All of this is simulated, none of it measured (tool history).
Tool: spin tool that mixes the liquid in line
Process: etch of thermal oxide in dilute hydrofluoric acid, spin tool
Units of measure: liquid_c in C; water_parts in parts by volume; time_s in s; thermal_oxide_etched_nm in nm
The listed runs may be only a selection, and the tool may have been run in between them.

Run 1, day 0: liquid_c 25 C, water_parts 115 parts by volume, time_s 295 s. Result: thermal_oxide_etched_nm 12.315 nm.
Run 2, day 0.321: liquid_c 23 C, water_parts 115 parts by volume, time_s 295 s. Result: thermal_oxide_etched_nm 11.523 nm.
Run 3, day 0.417: liquid_c 23 C, water_parts 115 parts by volume, time_s 320 s. Result: thermal_oxide_etched_nm 12.212 nm.
Run 4, day 0.462: liquid_c 23 C, water_parts 100 parts by volume, time_s 320 s. Result: thermal_oxide_etched_nm 14.758 nm.
Run 5, day 0.642: liquid_c 23 C, water_parts 100 parts by volume, time_s 320 s. Result: thermal_oxide_etched_nm 14.216 nm.
Run 6, day 1.004: liquid_c 23 C, water_parts 100 parts by volume, time_s 320 s. Result: thermal_oxide_etched_nm 14.366 nm.
Run 7, day 1.258: liquid_c 27 C, water_parts 80 parts by volume, time_s 320 s. Result: thermal_oxide_etched_nm 21.866 nm.

Run 8, settings as shown, results not yet in. Your forecast:
Run 8, day 1.433: liquid_c 27.5 C, water_parts 80 parts by volume, time_s 320 s. Result: thermal_oxide_etched_nm ?.

thermal_oxide_etched_nm: 22.332 nm
